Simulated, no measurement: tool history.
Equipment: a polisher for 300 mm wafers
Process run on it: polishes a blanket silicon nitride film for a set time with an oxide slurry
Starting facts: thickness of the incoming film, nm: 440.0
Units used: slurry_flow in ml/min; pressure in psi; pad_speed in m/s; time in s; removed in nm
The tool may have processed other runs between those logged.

| run | hour | slurry_flow | pressure | pad_speed | slurry_solids | time | removed |
|---|---|---|---|---|---|---|---|
| 1 | 0 | 280 | 3.1 | 1.04 | 1 | 79 | 52.11 |
| 2 | 6.7 | 280 | 3.1 | 1.18 | 1 | 79 | 57.3 |
| 3 | 14.7 | 280 | 2.9 | 1.14 | 1 | 79 | 52.165 |
| 4 | 22.1 | 280 | 2.9 | 0.96 | 1 | 79 | 45.979 |
| 5 | 30.7 | 280 | 2.9 | 0.96 | 0.9 | 79 | 43.989 |
| 6 | 34.1 | 280 | 2.9 | 0.96 | 0.9 | 79 | 44.029 |

Predict the results of run 7:
| 7 | 35.1 | 280 | 2.7 | 0.96 | 0.9 | 79 | ? |

Run 7 measured removed 41.773 nm.
